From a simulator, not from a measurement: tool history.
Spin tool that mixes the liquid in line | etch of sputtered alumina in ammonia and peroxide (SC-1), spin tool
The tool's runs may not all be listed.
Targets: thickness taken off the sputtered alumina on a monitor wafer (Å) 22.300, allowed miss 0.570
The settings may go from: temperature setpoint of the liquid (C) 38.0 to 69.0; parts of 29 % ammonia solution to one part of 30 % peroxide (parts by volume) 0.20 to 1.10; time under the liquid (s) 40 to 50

run  hour  temperature setpoint of the liquid (C)  parts of 29 % ammonia solution to one part of 30 % peroxide (parts by volume)  time under the liquid (s)  thickness taken off the sputtered alumina on a monitor wafer (Å)
  1   0.0                                    53.0                                                                           0.60                         50                                                            36.604
  2   4.6                                    50.5                                                                           0.60                         50                                                            31.942
  3   6.7                                    55.0                                                                           0.60                         50                                                            40.694
  4   8.0                                    52.0                                                                           0.60                         50                                                            34.314
  5  16.5                                    50.0                                                                           0.60                         50                                                            31.024
  6  23.9                                    50.0                                                                           0.45                         50                                                            30.419
  7  29.6                                    48.5                                                                           0.45                         50                                                            27.716
  8  30.9                                    44.0                                                                           0.45                         50                                                            21.478

Which of these 5 next moves meets every target?
  A  32.2                                    45.5                                                                           0.55                         50                                                                 ?
  B  32.2                                    41.5                                                                           0.70                         50                                                                 ?
  C  32.2                                    45.5                                                                           0.40                         50                                                                 ?
  D  32.2                                    45.0                                                                           0.35                         50                                                                 ?
  E  32.2                                    46.5                                                                           0.50                         40                                                                 ?

move  thickness taken off the sputtered alumina on a monitor wafer (Å)
   A                                                            23.843
   B                                                            19.297
   C                                                            23.129
   D                                                            22.184
   E                                                            20.022
A: takes the result that was furthest off past its target
B: further off than the last run
C: takes the result that was furthest off past its target
D: meets every target
E: further off than the last run
The right move is D.
